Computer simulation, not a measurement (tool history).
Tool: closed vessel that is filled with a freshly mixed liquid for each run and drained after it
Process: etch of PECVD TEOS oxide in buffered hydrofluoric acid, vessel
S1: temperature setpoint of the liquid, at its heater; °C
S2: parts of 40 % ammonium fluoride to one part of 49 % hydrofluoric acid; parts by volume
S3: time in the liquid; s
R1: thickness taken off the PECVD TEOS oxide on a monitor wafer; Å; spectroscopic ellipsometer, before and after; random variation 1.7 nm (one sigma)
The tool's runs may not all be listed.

| run | hour | S1 | S2 | S3 | R1 |
|---|---|---|---|---|---|
| 1 | 0 | 23 | 16.5 | 105 | 874.44 |
| 2 | 1.8 | 23 | 18.5 | 105 | 764.94 |
| 3 | 3.1 | 23 | 15.5 | 105 | 914.79 |
| 4 | 5.8 | 25.5 | 15.5 | 105 | 1058 |
| 5 | 10.7 | 27 | 15.5 | 105 | 1138 |
| 6 | 15.2 | 28.5 | 13.5 | 105 | 1426.7 |
| 7 | 21 | 29.5 | 12.5 | 105 | 1611.4 |

Run 8 comes next. What will it give?
| 8 | 28.2 | 31 | 10.5 | 105 | ? |

{"run 8": {"R1": 2097.4}}

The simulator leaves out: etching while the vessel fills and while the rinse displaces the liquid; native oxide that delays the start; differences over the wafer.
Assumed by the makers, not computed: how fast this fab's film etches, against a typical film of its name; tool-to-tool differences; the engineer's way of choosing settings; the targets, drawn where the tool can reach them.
